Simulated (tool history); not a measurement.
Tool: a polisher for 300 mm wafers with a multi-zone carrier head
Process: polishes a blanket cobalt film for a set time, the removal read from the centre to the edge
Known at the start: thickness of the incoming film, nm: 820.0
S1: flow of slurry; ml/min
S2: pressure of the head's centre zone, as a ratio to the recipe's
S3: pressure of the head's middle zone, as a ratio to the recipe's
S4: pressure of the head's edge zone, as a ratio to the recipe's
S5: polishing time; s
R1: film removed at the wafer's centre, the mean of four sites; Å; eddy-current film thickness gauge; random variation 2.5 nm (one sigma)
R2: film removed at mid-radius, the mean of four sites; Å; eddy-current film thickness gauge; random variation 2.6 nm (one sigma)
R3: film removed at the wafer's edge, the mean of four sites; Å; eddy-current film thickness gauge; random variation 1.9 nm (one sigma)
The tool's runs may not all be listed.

run	hour	S1	S2	S3	S4	S5	R1	R2	R3
1	0	140	1	1	1	47	2350.9	2308	2361.4
2	4.3	130	0.95	0.96	1.01	46	2119.7	2170.7	2345.9
3	11.8	120	0.93	0.93	1	45	2064.4	1991.2	2210.5
4	20.1	120	0.93	0.93	0.95	45	1995.6	1976	2218.7
5	24.7	115	0.9	0.92	0.94	45	2002.9	1960.8	2146.8
6	30.3	115	0.9	1	0.94	45	1940.4	2152.1	2157.7

The next listed run, before its measurement:
7	37.7	115	0.9	1	0.94	45	?	?	?

Run 7 gave R1 1960.6 Å, R2 2153.1 Å, R3 2123.4 Å.
